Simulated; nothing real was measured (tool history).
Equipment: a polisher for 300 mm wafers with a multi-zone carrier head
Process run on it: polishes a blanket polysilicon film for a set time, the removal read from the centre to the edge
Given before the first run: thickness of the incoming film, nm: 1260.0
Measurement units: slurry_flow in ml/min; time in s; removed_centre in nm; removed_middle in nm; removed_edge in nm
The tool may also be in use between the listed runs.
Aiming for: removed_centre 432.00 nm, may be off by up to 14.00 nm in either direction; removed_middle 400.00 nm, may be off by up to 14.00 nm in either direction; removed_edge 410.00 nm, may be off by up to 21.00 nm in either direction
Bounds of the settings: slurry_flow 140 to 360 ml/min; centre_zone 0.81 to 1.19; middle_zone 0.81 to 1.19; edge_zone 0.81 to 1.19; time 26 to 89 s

{"run": 1, "day": 0.0, "slurry_flow": 230, "centre_zone": 1.0, "middle_zone": 1.0, "edge_zone": 1.0, "time": 57, "removed_centre": 363.36, "removed_middle": 372.43, "removed_edge": 378.5}
{"run": 2, "day": 0.325, "slurry_flow": 230, "centre_zone": 1.0, "middle_zone": 1.0, "edge_zone": 1.0, "time": 52, "removed_centre": 338.26, "removed_middle": 339.11, "removed_edge": 340.65}
{"run": 3, "day": 0.496, "slurry_flow": 230, "centre_zone": 1.0, "middle_zone": 1.09, "edge_zone": 1.0, "time": 52, "removed_centre": 337.03, "removed_middle": 368.93, "removed_edge": 340.06}
{"run": 4, "day": 0.862, "slurry_flow": 235, "centre_zone": 1.02, "middle_zone": 1.09, "edge_zone": 1.02, "time": 53, "removed_centre": 356.06, "removed_middle": 373.72, "removed_edge": 346.35}
{"run": 5, "day": 0.933, "slurry_flow": 235, "centre_zone": 1.03, "middle_zone": 1.08, "edge_zone": 1.03, "time": 54, "removed_centre": 357.14, "removed_middle": 377.26, "removed_edge": 353.46}
{"run": 6, "day": 1.142, "slurry_flow": 240, "centre_zone": 1.04, "middle_zone": 1.07, "edge_zone": 1.04, "time": 55, "removed_centre": 372.55, "removed_middle": 384.66, "removed_edge": 367.02}
{"run": 7, "day": 1.242, "slurry_flow": 245, "centre_zone": 1.05, "middle_zone": 1.06, "edge_zone": 1.05, "time": 55, "removed_centre": 382.3, "removed_middle": 375.93, "removed_edge": 366.27}
{"run": 8, "day": 1.325, "slurry_flow": 275, "centre_zone": 1.09, "middle_zone": 1.08, "edge_zone": 1.15, "time": 59, "removed_centre": 427.4, "removed_middle": 419.14, "removed_edge": 421.22}

Consider the 5 candidate settings below. Which is the only one whose results all fall within their allowed miss of target?
{"run": "A", "day": 1.408, "slurry_flow": 280, "centre_zone": 1.08, "middle_zone": 1.13, "edge_zone": 1.12, "time": 60, "removed_centre": "?", "removed_middle": "?", "removed_edge": "?"}
{"run": "B", "day": 1.408, "slurry_flow": 300, "centre_zone": 1.03, "middle_zone": 1.1, "edge_zone": 1.16, "time": 61, "removed_centre": "?", "removed_middle": "?", "removed_edge": "?"}
{"run": "C", "day": 1.408, "slurry_flow": 270, "centre_zone": 1.07, "middle_zone": 1.12, "edge_zone": 1.17, "time": 60, "removed_centre": "?", "removed_middle": "?", "removed_edge": "?"}
{"run": "D", "day": 1.408, "slurry_flow": 260, "centre_zone": 1.13, "middle_zone": 1.05, "edge_zone": 1.13, "time": 58, "removed_centre": "?", "removed_middle": "?", "removed_edge": "?"}
{"run": "E", "day": 1.408, "slurry_flow": 315, "centre_zone": 1.08, "middle_zone": 0.92, "edge_zone": 1.19, "time": 61, "removed_centre": "?", "removed_middle": "?", "removed_edge": "?"}

move=A removed_centre=426.10 removed_middle=439.35 removed_edge=429.24
move=B removed_centre=415.94 removed_middle=440.35 removed_edge=446.74
move=C removed_centre=420.42 removed_middle=434.71 removed_edge=437.86
move=D removed_centre=427.33 removed_middle=398.01 removed_edge=414.86
move=E removed_centre=437.91 removed_middle=385.76 removed_edge=455.25
A: the biggest miss grows against the last run
B: the biggest miss grows against the last run
C: the biggest miss grows against the last run
D: every result lands within tolerance
E: moves the result that the last run missed by most past its target, out the other side
Correct choice: D, which meets every target
